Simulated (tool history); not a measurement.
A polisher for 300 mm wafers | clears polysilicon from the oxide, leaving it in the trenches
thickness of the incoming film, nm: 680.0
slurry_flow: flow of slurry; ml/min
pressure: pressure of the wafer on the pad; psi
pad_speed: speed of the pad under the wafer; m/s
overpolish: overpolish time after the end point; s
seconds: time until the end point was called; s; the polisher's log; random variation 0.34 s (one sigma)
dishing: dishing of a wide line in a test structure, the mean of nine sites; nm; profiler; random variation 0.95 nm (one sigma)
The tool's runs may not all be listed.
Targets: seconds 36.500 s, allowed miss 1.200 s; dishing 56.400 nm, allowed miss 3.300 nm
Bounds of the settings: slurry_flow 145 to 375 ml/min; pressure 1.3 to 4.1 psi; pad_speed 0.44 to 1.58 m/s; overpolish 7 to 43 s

run	hour	slurry_flow	pressure	pad_speed	overpolish	seconds	dishing
1	0.0	240	2.7	1.00	22	62.646	63.972
2	4.3	245	3.1	1.00	18	53.985	62.391
3	8.3	245	3.4	1.00	18	50.203	62.390
4	12.7	305	3.4	1.00	18	49.335	62.435
5	20.1	315	3.6	1.02	15	45.046	62.635
6	21.6	295	3.7	1.04	13	43.944	61.731
7	28.4	280	3.8	1.06	11	41.807	63.039
8	32.5	305	3.9	1.06	10	40.489	59.888
9	40.0	325	4.0	1.06	9	39.996	58.636
10	46.9	340	4.0	1.08	8	38.146	57.037
11	49.9	345	4.0	1.08	8	38.576	57.112
12	54.1	350	4.0	1.08	8	37.823	56.610

5 next moves are on the table. One of them brings every result within its allowed miss. Which?
A	58.3	345	3.9	1.10	7	?	?
B	58.3	355	3.8	1.22	7	?	?
C	58.3	375	3.6	1.16	7	?	?
D	58.3	345	3.9	1.10	11	?	?
E	58.3	365	3.4	1.28	9	?	?

move	seconds	dishing
A	38.649	54.862
B	36.073	56.039
C	39.617	54.420
D	38.649	60.937
E	38.438	58.798
A: further off than the last run
B: meets every target
C: further off than the last run
D: further off than the last run
E: further off than the last run
Answer: B

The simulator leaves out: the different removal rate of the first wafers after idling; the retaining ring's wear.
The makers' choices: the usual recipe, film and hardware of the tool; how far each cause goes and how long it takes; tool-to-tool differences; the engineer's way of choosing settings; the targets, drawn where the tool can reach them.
